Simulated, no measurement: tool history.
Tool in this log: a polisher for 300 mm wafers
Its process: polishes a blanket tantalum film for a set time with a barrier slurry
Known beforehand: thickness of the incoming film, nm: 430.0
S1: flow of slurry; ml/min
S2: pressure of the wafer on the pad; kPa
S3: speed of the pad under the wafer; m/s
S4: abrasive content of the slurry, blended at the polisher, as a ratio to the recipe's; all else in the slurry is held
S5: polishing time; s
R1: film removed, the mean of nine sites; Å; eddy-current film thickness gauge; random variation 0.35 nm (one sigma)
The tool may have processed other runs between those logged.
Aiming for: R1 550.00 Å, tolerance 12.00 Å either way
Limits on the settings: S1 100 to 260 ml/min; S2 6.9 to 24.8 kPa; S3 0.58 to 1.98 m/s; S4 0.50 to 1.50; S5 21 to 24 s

{"run": 1, "hour": 0.0, "S1": 165, "S2": 15.9, "S3": 1.28, "S4": 1.0, "S5": 24, "R1": 600.63}
{"run": 2, "hour": 4.4, "S1": 165, "S2": 15.9, "S3": 1.28, "S4": 1.0, "S5": 24, "R1": 603.11}
{"run": 3, "hour": 9.9, "S1": 155, "S2": 15.9, "S3": 1.28, "S4": 1.0, "S5": 24, "R1": 599.07}
{"run": 4, "hour": 13.6, "S1": 155, "S2": 13.8, "S3": 1.28, "S4": 1.0, "S5": 24, "R1": 529.65}
{"run": 5, "hour": 17.3, "S1": 160, "S2": 13.8, "S3": 1.28, "S4": 1.0, "S5": 24, "R1": 530.46}
{"run": 6, "hour": 19.9, "S1": 165, "S2": 13.8, "S3": 1.28, "S4": 1.0, "S5": 24, "R1": 531.45}
{"run": 7, "hour": 23.4, "S1": 170, "S2": 13.8, "S3": 1.28, "S4": 1.0, "S5": 24, "R1": 535.35}
{"run": 8, "hour": 25.6, "S1": 175, "S2": 13.8, "S3": 1.28, "S4": 1.0, "S5": 24, "R1": 535.34}
{"run": 9, "hour": 27.0, "S1": 180, "S2": 13.8, "S3": 1.28, "S4": 1.0, "S5": 24, "R1": 532.88}

Exercise: of the 5 proposed moves below, exactly one satisfies all targets within the stated allowed misses. Which move is it?
{"run": "A", "hour": 28.4, "S1": 165, "S2": 16.5, "S3": 1.18, "S4": 1.0, "S5": 24, "R1": "?"}
{"run": "B", "hour": 28.4, "S1": 195, "S2": 15.9, "S3": 1.22, "S4": 1.1, "S5": 23, "R1": "?"}
{"run": "C", "hour": 28.4, "S1": 185, "S2": 13.8, "S3": 1.34, "S4": 1.0, "S5": 22, "R1": "?"}
{"run": "D", "hour": 28.4, "S1": 130, "S2": 11.7, "S3": 1.66, "S4": 1.15, "S5": 24, "R1": "?"}
{"run": "E", "hour": 28.4, "S1": 185, "S2": 11.7, "S3": 1.5, "S4": 1.05, "S5": 24, "R1": "?"}

move=A R1=585.40
move=B R1=590.18
move=C R1=517.35
move=D R1=590.84
move=E R1=548.90
A: moves the result that the last run missed by most past its target, out the other side
B: moves the result that the last run missed by most past its target, out the other side
C: lands further from the targets than the last run did
D: moves the result that the last run missed by most past its target, out the other side
E: in spec on every target
Move E is the one to make.
